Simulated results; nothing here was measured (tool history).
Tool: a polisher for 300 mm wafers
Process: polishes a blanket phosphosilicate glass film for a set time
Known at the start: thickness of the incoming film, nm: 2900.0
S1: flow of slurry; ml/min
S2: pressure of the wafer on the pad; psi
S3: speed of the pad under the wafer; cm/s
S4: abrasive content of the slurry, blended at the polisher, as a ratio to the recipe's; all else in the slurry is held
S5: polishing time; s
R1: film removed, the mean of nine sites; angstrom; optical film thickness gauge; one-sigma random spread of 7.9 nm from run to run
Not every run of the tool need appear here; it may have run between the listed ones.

Run 1, day 0.000: S1 235 ml/min, S2 2.4 psi, S3 118 cm/s, S4 1.00, S5 72 s. Result: R1 5370.3 angstrom.
Run 2, day 0.079: S1 210 ml/min, S2 2.4 psi, S3 118 cm/s, S4 1.00, S5 72 s. Result: R1 5173.9 angstrom.
Run 3, day 0.258: S1 210 ml/min, S2 2.4 psi, S3 118 cm/s, S4 1.15, S5 72 s. Result: R1 5421.7 angstrom.
Run 4, day 0.458: S1 210 ml/min, S2 2.4 psi, S3 132 cm/s, S4 1.15, S5 72 s. Result: R1 5867.0 angstrom.
Run 5, day 0.504: S1 225 ml/min, S2 2.5 psi, S3 132 cm/s, S4 1.15, S5 72 s. Result: R1 6367.0 angstrom.
Run 6, day 0.758: S1 195 ml/min, S2 2.5 psi, S3 132 cm/s, S4 1.15, S5 72 s. Result: R1 6115.0 angstrom.
Run 7, day 0.938: S1 215 ml/min, S2 2.6 psi, S3 132 cm/s, S4 1.15, S5 72 s. Result: R1 6438.9 angstrom.
Run 8, day 1.096: S1 230 ml/min, S2 2.7 psi, S3 132 cm/s, S4 1.15, S5 72 s. Result: R1 6768.4 angstrom.
Run 9, day 1.396: S1 240 ml/min, S2 2.8 psi, S3 132 cm/s, S4 1.15, S5 72 s. Result: R1 7094.3 angstrom.

For run 10, what comes out?
Run 10, day 1.571: S1 240 ml/min, S2 2.8 psi, S3 132 cm/s, S4 1.15, S5 72 s. Result: R1 ?.

{"run 10": {"R1": 7059.7}}
